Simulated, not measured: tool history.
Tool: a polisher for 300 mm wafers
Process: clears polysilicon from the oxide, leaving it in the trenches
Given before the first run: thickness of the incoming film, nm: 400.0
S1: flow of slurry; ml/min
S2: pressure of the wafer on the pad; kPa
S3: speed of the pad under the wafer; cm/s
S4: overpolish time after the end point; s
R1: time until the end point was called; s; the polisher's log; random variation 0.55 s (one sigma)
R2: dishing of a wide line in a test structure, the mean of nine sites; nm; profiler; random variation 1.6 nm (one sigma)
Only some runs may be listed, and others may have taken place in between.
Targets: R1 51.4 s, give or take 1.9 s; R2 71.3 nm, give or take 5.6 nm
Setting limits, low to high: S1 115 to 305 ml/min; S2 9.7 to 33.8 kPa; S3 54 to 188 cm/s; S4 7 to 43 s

run,hour,S1,S2,S3,S4,R1,R2
1,0,195,21.4,120,22,23.689,86.317
2,1.5,175,21.4,120,22,24.069,92.721
3,3.2,185,20,116,21,25.672,90.553
4,7.7,200,19.3,110,19,27.768,86.454
5,9.1,210,17.9,106,18,30.703,87.369
6,15.8,220,17.2,102,17,31.784,81.333
7,22.1,225,16.5,100,17,33.909,80.555
8,29,245,10.3,90,7,55.964,38.638
9,32.4,240,10.3,88,9,58.382,44.152
10,33.8,220,15.9,86,19,40.435,79.934
11,40.4,210,15.9,86,19,40.026,79.975
12,47.5,205,15.9,86,19,39.293,80.186

Next run, 5 choices. One meets every target within its allowed miss, the rest don't. Which?
A,54.6,195,13.1,78,19,?,?
B,54.6,200,15.9,152,12,?,?
C,54.6,225,12.4,94,13,?,?
D,54.6,200,13.8,90,17,?,?
E,54.6,205,15.2,54,20,?,?

move,R1,R2
A,52.306,71.15
B,25.835,77.937
C,47.061,62.479
D,44.693,72.511
E,57.918,69.614
A: in spec on every target
B: the biggest miss grows against the last run
C: closer than the last run, but not yet in spec
D: closer than the last run, but not yet in spec
E: takes the biggest miss from the last run beyond its target
The right move is A.
